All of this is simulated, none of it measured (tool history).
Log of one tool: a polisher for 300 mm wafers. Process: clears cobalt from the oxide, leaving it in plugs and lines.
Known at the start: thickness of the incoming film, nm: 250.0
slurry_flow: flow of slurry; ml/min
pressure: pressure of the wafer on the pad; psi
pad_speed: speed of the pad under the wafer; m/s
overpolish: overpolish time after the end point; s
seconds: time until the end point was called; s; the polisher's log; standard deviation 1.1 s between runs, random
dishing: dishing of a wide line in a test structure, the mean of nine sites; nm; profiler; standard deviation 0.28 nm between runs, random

run 1 hour=0 | slurry_flow=260 pressure=2.2 pad_speed=1.18 overpolish=17 | seconds=43.296 dishing=39.977
run 2 hour=3.7 | slurry_flow=305 pressure=2.2 pad_speed=1.18 overpolish=17 | seconds=43.375 dishing=39.381
run 3 hour=7.1 | slurry_flow=305 pressure=2.2 pad_speed=1.18 overpolish=11 | seconds=41.673 dishing=34.211
run 4 hour=9.1 | slurry_flow=330 pressure=1.9 pad_speed=1.16 overpolish=10 | seconds=50.414 dishing=30.286
run 5 hour=9.7 | slurry_flow=330 pressure=1.5 pad_speed=1.16 overpolish=10 | seconds=58.357 dishing=27.645
run 6 hour=11.8 | slurry_flow=350 pressure=1.4 pad_speed=1.18 overpolish=9 | seconds=60.309 dishing=25.356
run 7 hour=20.4 | slurry_flow=405 pressure=1 pad_speed=1.3 overpolish=5 | seconds=67.874 dishing=15.342
run 8 hour=23.5 | slurry_flow=395 pressure=1 pad_speed=1.3 overpolish=5 | seconds=65.752 dishing=15.184
run 9 hour=31.6 | slurry_flow=385 pressure=1 pad_speed=1.3 overpolish=5 | seconds=66.749 dishing=14.783
run 10 hour=34.5 | slurry_flow=400 pressure=1.1 pad_speed=1.3 overpolish=13 | seconds=62.52 dishing=30.742
run 11 hour=41.5 | slurry_flow=400 pressure=1.1 pad_speed=1.32 overpolish=11 | seconds=58.697 dishing=27.371
run 12 hour=44.3 | slurry_flow=395 pressure=1.1 pad_speed=1.32 overpolish=10 | seconds=61.836 dishing=26.696
run 13 hour=49.3 | slurry_flow=395 pressure=1.2 pad_speed=1.28 overpolish=9 | seconds=59.465 dishing=24.9
run 14 hour=53.9 | slurry_flow=375 pressure=1.2 pad_speed=1.3 overpolish=9 | seconds=59.782 dishing=26.145
run 15 hour=58.2 | slurry_flow=380 pressure=1.2 pad_speed=1.26 overpolish=9 | seconds=61.998 dishing=25.101
run 16 hour=59 | slurry_flow=380 pressure=1.2 pad_speed=1.28 overpolish=8 | seconds=60.159 dishing=23.205
run 17 hour=67.2 | slurry_flow=385 pressure=1.2 pad_speed=1.28 overpolish=7 | seconds=59.609 dishing=21.525

Run 18, settings as shown, results not yet in. Your forecast:
run 18 hour=76.2 | slurry_flow=370 pressure=1.2 pad_speed=1.28 overpolish=7 | seconds=? dishing=?

{"run 18": {"seconds": 61.389, "dishing": 20.418}}
